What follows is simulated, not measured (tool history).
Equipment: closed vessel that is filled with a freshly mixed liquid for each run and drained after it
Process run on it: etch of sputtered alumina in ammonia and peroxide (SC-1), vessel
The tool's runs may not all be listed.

| run | hour | temperature setpoint of the liquid (°C) | parts of 29 % ammonia solution to one part of 30 % peroxide (parts by volume) | time in the liquid (s) | thickness taken off the sputtered alumina on a monitor wafer (angstrom) |
|---|---|---|---|---|---|
| 1 | 0 | 49 | 0.95 | 375 | 352.36 |
| 2 | 1.9 | 48.5 | 0.95 | 375 | 342.46 |
| 3 | 8.4 | 48 | 0.95 | 375 | 331.05 |
| 4 | 12.7 | 47.5 | 0.95 | 375 | 318.76 |
| 5 | 13.3 | 53.5 | 0.95 | 375 | 450.58 |
| 6 | 18.9 | 52 | 0.95 | 375 | 413.42 |
| 7 | 22.1 | 51 | 0.95 | 375 | 382.48 |
| 8 | 27.8 | 50 | 0.95 | 375 | 362.05 |
| 9 | 35 | 50 | 0.95 | 375 | 371.56 |
| 10 | 41.3 | 49 | 0.95 | 375 | 349.44 |
| 11 | 48.8 | 48.5 | 0.95 | 375 | 342.73 |
| 12 | 54.8 | 48 | 0.95 | 375 | 332.32 |
| 13 | 59.4 | 47.5 | 0.95 | 375 | 322.71 |
| 14 | 60.6 | 47 | 0.95 | 375 | 314.22 |

Run 15 comes next. What will it give?
| 15 | 65.2 | 46.5 | 0.95 | 375 | ? |

thickness taken off the sputtered alumina on a monitor wafer (angstrom): 305.84
